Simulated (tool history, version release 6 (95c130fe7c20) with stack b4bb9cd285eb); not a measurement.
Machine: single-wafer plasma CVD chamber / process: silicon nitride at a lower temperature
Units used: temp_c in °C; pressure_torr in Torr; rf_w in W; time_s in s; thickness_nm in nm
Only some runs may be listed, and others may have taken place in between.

{"run": 1, "hour": 0.0, "temp_c": 365, "pressure_torr": 1.95, "rf_w": 390, "time_s": 24.1, "thickness_nm": 35.365}
{"run": 2, "hour": 8.0, "temp_c": 365, "pressure_torr": 1.8, "rf_w": 370, "time_s": 24.1, "thickness_nm": 33.012}
{"run": 3, "hour": 9.5, "temp_c": 365, "pressure_torr": 1.68, "rf_w": 360, "time_s": 24.1, "thickness_nm": 31.475}
{"run": 4, "hour": 10.3, "temp_c": 365, "pressure_torr": 1.68, "rf_w": 360, "time_s": 24.1, "thickness_nm": 31.294}
{"run": 5, "hour": 11.8, "temp_c": 365, "pressure_torr": 1.58, "rf_w": 360, "time_s": 24.1, "thickness_nm": 30.836}
{"run": 6, "hour": 15.0, "temp_c": 370, "pressure_torr": 1.58, "rf_w": 360, "time_s": 24.1, "thickness_nm": 30.865}
{"run": 7, "hour": 19.5, "temp_c": 370, "pressure_torr": 1.5, "rf_w": 355, "time_s": 24.1, "thickness_nm": 30.078}
{"run": 8, "hour": 22.6, "temp_c": 370, "pressure_torr": 1.17, "rf_w": 325, "time_s": 24.1, "thickness_nm": 25.665}
{"run": 9, "hour": 30.3, "temp_c": 370, "pressure_torr": 1.17, "rf_w": 325, "time_s": 24.1, "thickness_nm": 25.405}
{"run": 10, "hour": 38.6, "temp_c": 370, "pressure_torr": 1.56, "rf_w": 340, "time_s": 24.1, "thickness_nm": 29.281}
{"run": 11, "hour": 40.2, "temp_c": 370, "pressure_torr": 1.51, "rf_w": 340, "time_s": 24.1, "thickness_nm": 28.944}
{"run": 12, "hour": 43.7, "temp_c": 370, "pressure_torr": 1.47, "rf_w": 340, "time_s": 24.1, "thickness_nm": 28.89}

Run 13 is up next; what results do you expect?
{"run": 13, "hour": 50.4, "temp_c": 369, "pressure_torr": 1.44, "rf_w": 340, "time_s": 24.1, "thickness_nm": "?"}

thickness_nm: 28.785 nm
